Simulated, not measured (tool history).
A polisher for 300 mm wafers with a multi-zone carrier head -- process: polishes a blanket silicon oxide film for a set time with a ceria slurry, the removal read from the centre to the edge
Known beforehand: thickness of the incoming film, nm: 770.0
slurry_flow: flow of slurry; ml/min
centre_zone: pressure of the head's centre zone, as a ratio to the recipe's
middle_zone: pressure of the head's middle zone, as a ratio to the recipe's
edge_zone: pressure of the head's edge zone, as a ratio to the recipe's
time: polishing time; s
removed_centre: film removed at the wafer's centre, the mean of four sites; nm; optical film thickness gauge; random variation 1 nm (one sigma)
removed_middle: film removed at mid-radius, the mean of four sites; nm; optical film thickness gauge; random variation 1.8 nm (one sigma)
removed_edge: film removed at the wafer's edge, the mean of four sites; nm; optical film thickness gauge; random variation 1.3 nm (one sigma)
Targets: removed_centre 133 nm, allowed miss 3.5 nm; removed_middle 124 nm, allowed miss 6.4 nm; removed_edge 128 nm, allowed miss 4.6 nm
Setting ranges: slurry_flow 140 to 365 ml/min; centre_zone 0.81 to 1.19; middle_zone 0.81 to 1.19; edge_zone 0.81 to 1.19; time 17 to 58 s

{"run": 1, "day": 0.0, "slurry_flow": 235, "centre_zone": 1, "middle_zone": 1, "edge_zone": 1, "time": 37, "removed_centre": 228.19, "removed_middle": 212.87, "removed_edge": 227.07}
{"run": 2, "day": 0.229, "slurry_flow": 235, "centre_zone": 1, "middle_zone": 1.06, "edge_zone": 1, "time": 37, "removed_centre": 230.38, "removed_middle": 232.22, "removed_edge": 222.35}
{"run": 3, "day": 0.596, "slurry_flow": 235, "centre_zone": 1.04, "middle_zone": 1.06, "edge_zone": 1, "time": 37, "removed_centre": 239.39, "removed_middle": 231.05, "removed_edge": 230.55}
{"run": 4, "day": 0.746, "slurry_flow": 205, "centre_zone": 1.04, "middle_zone": 1.06, "edge_zone": 1, "time": 37, "removed_centre": 234.42, "removed_middle": 226.73, "removed_edge": 222.87}
{"run": 5, "day": 0.958, "slurry_flow": 205, "centre_zone": 1.08, "middle_zone": 1.06, "edge_zone": 1, "time": 37, "removed_centre": 242.59, "removed_middle": 227.51, "removed_edge": 226.47}
{"run": 6, "day": 1.329, "slurry_flow": 205, "centre_zone": 1.08, "middle_zone": 1.06, "edge_zone": 1, "time": 28, "removed_centre": 187.4, "removed_middle": 169.89, "removed_edge": 171.78}
{"run": 7, "day": 1.55, "slurry_flow": 200, "centre_zone": 1.05, "middle_zone": 1.04, "edge_zone": 0.98, "time": 27, "removed_centre": 173.84, "removed_middle": 164.03, "removed_edge": 163.67}
{"run": 8, "day": 1.867, "slurry_flow": 200, "centre_zone": 1.04, "middle_zone": 1.02, "edge_zone": 0.96, "time": 26, "removed_centre": 166.05, "removed_middle": 151, "removed_edge": 153.84}
{"run": 9, "day": 2.121, "slurry_flow": 195, "centre_zone": 1.02, "middle_zone": 1, "edge_zone": 0.94, "time": 26, "removed_centre": 160.54, "removed_middle": 148.62, "removed_edge": 154.19}
{"run": 10, "day": 2.296, "slurry_flow": 200, "centre_zone": 1.01, "middle_zone": 0.99, "edge_zone": 0.93, "time": 25, "removed_centre": 155.15, "removed_middle": 144.64, "removed_edge": 149.92}
{"run": 11, "day": 2.646, "slurry_flow": 190, "centre_zone": 0.97, "middle_zone": 0.94, "edge_zone": 0.84, "time": 20, "removed_centre": 117.27, "removed_middle": 111.52, "removed_edge": 112.91}

Of the 4 settings listed for the next run, only one would bring every result within its allowed miss of target. Which one?
{"run": "A", "day": 2.996, "slurry_flow": 205, "centre_zone": 0.9, "middle_zone": 0.99, "edge_zone": 0.81, "time": 23, "removed_centre": "?", "removed_middle": "?", "removed_edge": "?"}
{"run": "B", "day": 2.996, "slurry_flow": 245, "centre_zone": 0.96, "middle_zone": 1.03, "edge_zone": 0.86, "time": 22, "removed_centre": "?", "removed_middle": "?", "removed_edge": "?"}
{"run": "C", "day": 2.996, "slurry_flow": 220, "centre_zone": 0.94, "middle_zone": 1.03, "edge_zone": 0.81, "time": 23, "removed_centre": "?", "removed_middle": "?", "removed_edge": "?"}
{"run": "D", "day": 2.996, "slurry_flow": 140, "centre_zone": 0.96, "middle_zone": 0.91, "edge_zone": 0.81, "time": 24, "removed_centre": "?", "removed_middle": "?", "removed_edge": "?"}

move=A removed_centre=125.04 removed_middle=136.37 removed_edge=127.27
move=B removed_centre=130.35 removed_middle=137.38 removed_edge=126.7
move=C removed_centre=131.79 removed_middle=142.07 removed_edge=127.93
move=D removed_centre=132.13 removed_middle=126.54 removed_edge=128.46
A: closes in on the targets versus the last run, not all within tolerance yet
B: gets the furthest-off result to its target, but another result is out of tolerance
C: gets the furthest-off result to its target, but another result is out of tolerance
D: in spec on every target
Correct choice: D, which meets every target
